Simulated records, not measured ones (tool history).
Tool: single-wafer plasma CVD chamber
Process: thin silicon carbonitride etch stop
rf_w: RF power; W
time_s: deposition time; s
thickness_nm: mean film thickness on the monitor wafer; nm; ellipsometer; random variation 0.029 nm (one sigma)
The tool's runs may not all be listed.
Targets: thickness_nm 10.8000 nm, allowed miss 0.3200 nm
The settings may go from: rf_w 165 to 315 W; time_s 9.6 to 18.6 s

run,hour,rf_w,time_s,thickness_nm
1,0.0,240,14.1,8.5620
2,3.6,245,14.6,8.9337
3,8.8,235,14.6,8.7985
4,14.3,235,13.0,7.8321
5,17.6,245,13.7,8.3400
6,22.7,280,13.7,8.7544
7,23.4,285,14.2,9.0937
# hour 29.6: RF generator calibrated
8,29.6,290,14.6,9.6379
9,31.7,295,14.8,9.8879
10,38.1,300,15.0,10.0480
11,40.1,300,15.0,10.0180
12,43.3,300,15.2,10.1090
13,47.8,300,15.3,10.2540
14,48.8,300,15.4,10.3110
15,50.5,300,15.5,10.3560
16,57.7,300,15.6,10.4470

4 next moves are on the table. One of them brings every result within its allowed miss. Which?
A,64.9,315,16.7,?
B,64.9,300,17.4,?
C,64.9,310,15.9,?
D,64.9,315,16.8,?

move,thickness_nm
A,11.3010
B,11.5930
C,10.7050
D,11.3690
A: takes the result that was furthest off past its target
B: takes the result that was furthest off past its target
C: meets every target
D: takes the result that was furthest off past its target
The right move is C.

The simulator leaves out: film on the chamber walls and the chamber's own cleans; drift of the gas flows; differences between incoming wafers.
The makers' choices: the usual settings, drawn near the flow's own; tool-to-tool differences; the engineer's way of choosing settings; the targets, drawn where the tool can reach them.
